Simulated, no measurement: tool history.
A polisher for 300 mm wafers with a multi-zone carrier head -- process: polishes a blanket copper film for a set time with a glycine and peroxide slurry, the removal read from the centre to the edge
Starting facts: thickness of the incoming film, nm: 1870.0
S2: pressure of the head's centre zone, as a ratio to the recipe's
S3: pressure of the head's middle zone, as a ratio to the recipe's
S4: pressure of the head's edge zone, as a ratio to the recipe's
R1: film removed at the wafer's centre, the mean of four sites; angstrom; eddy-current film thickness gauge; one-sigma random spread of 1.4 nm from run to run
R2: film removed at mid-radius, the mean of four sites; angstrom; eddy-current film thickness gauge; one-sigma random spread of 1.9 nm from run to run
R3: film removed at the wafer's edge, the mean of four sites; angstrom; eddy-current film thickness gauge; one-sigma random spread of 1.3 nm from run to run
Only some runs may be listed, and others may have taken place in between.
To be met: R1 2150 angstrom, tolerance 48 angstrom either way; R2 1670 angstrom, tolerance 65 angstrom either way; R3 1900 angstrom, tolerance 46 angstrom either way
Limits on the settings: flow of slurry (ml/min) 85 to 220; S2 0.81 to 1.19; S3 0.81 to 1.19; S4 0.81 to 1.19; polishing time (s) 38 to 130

Run 1, hour 0: flow of slurry (ml/min) 140, S2 1, S3 1, S4 1, polishing time (s) 84. Result: R1 3523.3 angstrom, R2 3438.5 angstrom, R3 3512.6 angstrom.
Run 2, hour 3.8: flow of slurry (ml/min) 140, S2 1, S3 1, S4 1, polishing time (s) 65. Result: R1 2716.8 angstrom, R2 2700.7 angstrom, R3 2716.6 angstrom.
Run 3, hour 11.1: flow of slurry (ml/min) 130, S2 1.03, S3 0.94, S4 0.97, polishing time (s) 58. Result: R1 2458.3 angstrom, R2 2222.2 angstrom, R3 2360.4 angstrom.
Run 4, hour 17.1: flow of slurry (ml/min) 130, S2 1.03, S3 0.89, S4 0.97, polishing time (s) 58. Result: R1 2434.7 angstrom, R2 2133.9 angstrom, R3 2335 angstrom.
Run 5, hour 19.6: flow of slurry (ml/min) 115, S2 1.05, S3 0.86, S4 0.93, polishing time (s) 56. Result: R1 2331.7 angstrom, R2 1950.9 angstrom, R3 2159.2 angstrom.
Run 6, hour 22.8: flow of slurry (ml/min) 115, S2 1.05, S3 0.86, S4 0.93, polishing time (s) 76. Result: R1 3171 angstrom, R2 2656.6 angstrom, R3 2948.7 angstrom.
Run 7, hour 25.2: flow of slurry (ml/min) 115, S2 1.06, S3 0.84, S4 0.92, polishing time (s) 66. Result: R1 2752.3 angstrom, R2 2229.6 angstrom, R3 2523.4 angstrom.
Run 8, hour 27.7: flow of slurry (ml/min) 110, S2 1.07, S3 0.83, S4 0.9, polishing time (s) 60. Result: R1 2495.6 angstrom, R2 2018.7 angstrom, R3 2252.9 angstrom.
Run 9, hour 32.9: flow of slurry (ml/min) 85, S2 1.11, S3 0.81, S4 0.91, polishing time (s) 47. Result: R1 1875.2 angstrom, R2 1402 angstrom, R3 1696.5 angstrom.
Run 10, hour 39.7: flow of slurry (ml/min) 100, S2 1.1, S3 0.81, S4 0.91, polishing time (s) 47. Result: R1 1954.2 angstrom, R2 1498.9 angstrom, R3 1761.5 angstrom.

Which one of the following 4 next-run settings gets every result inside its allowed miss? There is exactly one.
Run A, hour 46.5: flow of slurry (ml/min) 85, S2 1.17, S3 0.81, S4 0.95, polishing time (s) 51. Result: R1 ?, R2 ?, R3 ?.
Run B, hour 46.5: flow of slurry (ml/min) 95, S2 1.14, S3 0.81, S4 0.93, polishing time (s) 54. Result: R1 ?, R2 ?, R3 ?.
Run C, hour 46.5: flow of slurry (ml/min) 110, S2 1.07, S3 0.81, S4 0.92, polishing time (s) 51. Result: R1 ?, R2 ?, R3 ?.
Run D, hour 46.5: flow of slurry (ml/min) 90, S2 1.13, S3 0.85, S4 0.89, polishing time (s) 52. Result: R1 ?, R2 ?, R3 ?.

move      R1      R2      R3
   A  2153.3  1534.6  1899.3
   B  2317.3  1685.8  2039.8
   C  2155.5  1661.6  1972.7
   D  2168.6  1657.5  1901.9
A: meets the target for the result that was furthest off, but another lies outside its allowed miss
B: takes the biggest miss from the last run beyond its target
C: meets the target for the result that was furthest off, but another lies outside its allowed miss
D: meets every target
The move that meets every target is D.
